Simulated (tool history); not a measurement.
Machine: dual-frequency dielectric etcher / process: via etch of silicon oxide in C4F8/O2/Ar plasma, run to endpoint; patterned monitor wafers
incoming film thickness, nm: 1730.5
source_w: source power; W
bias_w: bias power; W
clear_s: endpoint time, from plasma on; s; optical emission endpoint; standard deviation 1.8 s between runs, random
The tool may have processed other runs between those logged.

run 1 hour=0 | source_w=2630 bias_w=2039 | clear_s=303.59
run 2 hour=8.5 | source_w=2630 bias_w=1859 | clear_s=310.13
run 3 hour=13.3 | source_w=2860 bias_w=1859 | clear_s=296.03
run 4 hour=19 | source_w=2920 bias_w=1873 | clear_s=295.24
run 5 hour=21.6 | source_w=2980 bias_w=1893 | clear_s=291.79
run 6 hour=26.7 | source_w=3040 bias_w=1911 | clear_s=282.02
run 7 hour=34.6 | source_w=3070 bias_w=1917 | clear_s=285.79

Run 8 has not been measured yet. What should we expect?
run 8 hour=40.4 | source_w=3110 bias_w=1931 | clear_s=?

{"run 8": {"clear_s": 282.64}}

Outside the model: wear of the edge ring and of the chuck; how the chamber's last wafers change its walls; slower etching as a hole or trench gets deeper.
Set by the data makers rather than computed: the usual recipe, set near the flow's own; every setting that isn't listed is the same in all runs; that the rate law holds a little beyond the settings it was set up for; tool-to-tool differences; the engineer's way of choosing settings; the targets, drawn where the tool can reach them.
